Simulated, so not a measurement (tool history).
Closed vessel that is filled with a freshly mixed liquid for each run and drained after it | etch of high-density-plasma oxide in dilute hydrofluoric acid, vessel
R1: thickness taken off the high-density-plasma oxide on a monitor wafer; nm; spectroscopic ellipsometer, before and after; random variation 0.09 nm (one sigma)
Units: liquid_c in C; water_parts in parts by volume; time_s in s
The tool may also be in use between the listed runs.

Run 1, hour 0: liquid_c 21 C, water_parts 130 parts by volume, time_s 620 s. Result: R1 22.692 nm.
Run 2, hour 7.6: liquid_c 21 C, water_parts 85 parts by volume, time_s 620 s. Result: R1 36.491 nm.
Run 3, hour 9.6: liquid_c 20.5 C, water_parts 85 parts by volume, time_s 620 s. Result: R1 35.661 nm.
Run 4, hour 12.2: liquid_c 20 C, water_parts 85 parts by volume, time_s 620 s. Result: R1 34.955 nm.
Run 5, hour 17.8: liquid_c 23.5 C, water_parts 85 parts by volume, time_s 620 s. Result: R1 40.38 nm.
Run 6, hour 23.3: liquid_c 23.5 C, water_parts 65 parts by volume, time_s 620 s. Result: R1 54.109 nm.
Run 7, hour 32: liquid_c 23 C, water_parts 70 parts by volume, time_s 620 s. Result: R1 48.92 nm.
Run 8, hour 36: liquid_c 22.5 C, water_parts 75 parts by volume, time_s 620 s. Result: R1 44.487 nm.
Run 9, hour 39.4: liquid_c 22 C, water_parts 80 parts by volume, time_s 620 s. Result: R1 40.744 nm.
Run 10, hour 45.4: liquid_c 21.5 C, water_parts 80 parts by volume, time_s 620 s. Result: R1 39.774 nm.
Run 11, hour 51.4: liquid_c 21 C, water_parts 80 parts by volume, time_s 620 s. Result: R1 38.888 nm.

Run 12 comes next. What will it give?
Run 12, hour 56.2: liquid_c 17 C, water_parts 110 parts by volume, time_s 620 s. Result: R1 ?.

{"run 12": {"R1": 23.28}}
